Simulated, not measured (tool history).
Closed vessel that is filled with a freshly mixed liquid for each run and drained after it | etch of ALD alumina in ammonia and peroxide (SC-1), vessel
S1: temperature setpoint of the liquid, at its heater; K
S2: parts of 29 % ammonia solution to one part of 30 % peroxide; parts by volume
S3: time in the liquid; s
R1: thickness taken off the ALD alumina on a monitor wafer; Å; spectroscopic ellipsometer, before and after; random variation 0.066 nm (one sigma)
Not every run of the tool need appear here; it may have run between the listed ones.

run 1 day=0.000 | S1=334.15 S2=0.4 S3=190 | R1=132.26
run 2 day=0.300 | S1=333.15 S2=0.4 S3=190 | R1=127.17
run 3 day=0.417 | S1=332.15 S2=0.4 S3=190 | R1=118.98
run 4 day=0.450 | S1=338.65 S2=0.4 S3=190 | R1=165.18
run 5 day=0.696 | S1=337.15 S2=0.4 S3=190 | R1=155.78
run 6 day=0.938 | S1=335.65 S2=0.4 S3=190 | R1=141.60
run 7 day=0.979 | S1=334.65 S2=0.4 S3=190 | R1=137.06

Run 8 is up next; what results do you expect?
run 8 day=1.217 | S1=333.65 S2=0.4 S3=190 | R1=?

Run 8 yielded R1 127.82 Å.

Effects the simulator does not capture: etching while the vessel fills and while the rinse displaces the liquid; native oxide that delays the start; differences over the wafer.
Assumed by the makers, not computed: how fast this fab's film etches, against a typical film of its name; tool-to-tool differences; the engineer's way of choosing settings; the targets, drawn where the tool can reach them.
